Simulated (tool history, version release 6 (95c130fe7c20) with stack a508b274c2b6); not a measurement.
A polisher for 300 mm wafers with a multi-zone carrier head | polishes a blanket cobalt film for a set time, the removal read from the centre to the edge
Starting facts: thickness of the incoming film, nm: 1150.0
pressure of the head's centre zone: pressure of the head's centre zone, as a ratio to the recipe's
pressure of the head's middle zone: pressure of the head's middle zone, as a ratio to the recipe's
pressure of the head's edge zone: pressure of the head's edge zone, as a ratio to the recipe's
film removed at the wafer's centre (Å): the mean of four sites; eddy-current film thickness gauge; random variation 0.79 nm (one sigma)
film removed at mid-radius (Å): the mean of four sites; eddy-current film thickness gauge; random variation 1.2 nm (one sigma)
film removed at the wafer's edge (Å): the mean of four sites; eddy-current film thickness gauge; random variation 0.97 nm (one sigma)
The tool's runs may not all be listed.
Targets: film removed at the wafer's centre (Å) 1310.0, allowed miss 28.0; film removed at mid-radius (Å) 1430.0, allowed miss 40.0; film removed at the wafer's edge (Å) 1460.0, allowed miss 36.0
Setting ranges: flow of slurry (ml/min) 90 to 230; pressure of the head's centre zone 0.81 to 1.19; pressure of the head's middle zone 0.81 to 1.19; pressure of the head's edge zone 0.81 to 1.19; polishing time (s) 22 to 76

run  hour  flow of slurry (ml/min)  pressure of the head's centre zone  pressure of the head's middle zone  pressure of the head's edge zone  polishing time (s)  film removed at the wafer's centre (Å)  film removed at mid-radius (Å)  film removed at the wafer's edge (Å)
  1   0.0                      150                                1.00                                1.00                              1.00                  49                                  1817.2                          1897.2                                1877.4
  2   0.6                      145                                0.97                                0.98                              0.97                  48                                  1744.8                          1824.4                                1803.4
  3   8.5                      135                                0.94                                0.96                              0.95                  47                                  1637.2                          1739.9                                1738.6
  4   9.6                      120                                0.94                                0.96                              0.95                  47                                  1594.0                          1675.8                                1712.9
  5  11.1                      115                                0.92                                0.95                              0.93                  46                                  1520.9                          1672.9                                1638.3
  6  14.1                      115                                0.92                                0.95                              0.99                  46                                  1517.5                          1625.6                                1677.8
  7  19.4                      100                                0.86                                0.85                              0.89                  42                                  1271.7                          1344.6                                1453.4
  8  22.0                      105                                0.86                                0.86                              0.88                  42                                  1280.7                          1384.8                                1432.8
  9  25.6                      110                                0.86                                0.86                              0.88                  42                                  1302.2                          1384.7                                1461.4

Which of these 5 next moves meets every target?
  A  29.2                      125                                0.89                                0.86                              0.87                  40                                       ?                               ?                                     ?
  B  29.2                       90                                0.89                                0.82                              0.98                  43                                       ?                               ?                                     ?
  C  29.2                      105                                0.83                                0.82                              0.96                  42                                       ?                               ?                                     ?
  D  29.2                       95                                0.89                                0.81                              0.83                  44                                       ?                               ?                                     ?
  E  29.2                      110                                0.87                                0.91                              0.90                  42                                       ?                               ?                                     ?

move  film removed at the wafer's centre (Å)  film removed at mid-radius (Å)  film removed at the wafer's edge (Å)
   A                                  1311.6                          1366.8                                1409.0
   B                                  1293.0                          1321.6                                1520.7
   C                                  1249.0                          1340.5                                1508.8
   D                                  1344.0                          1360.4                                1455.2
   E                                  1311.9                          1449.7                                1473.4
A: its largest miss is bigger than the last run's
B: its largest miss is bigger than the last run's
C: its largest miss is bigger than the last run's
D: its largest miss is bigger than the last run's
E: all results in spec
Correct choice: E, which meets every target

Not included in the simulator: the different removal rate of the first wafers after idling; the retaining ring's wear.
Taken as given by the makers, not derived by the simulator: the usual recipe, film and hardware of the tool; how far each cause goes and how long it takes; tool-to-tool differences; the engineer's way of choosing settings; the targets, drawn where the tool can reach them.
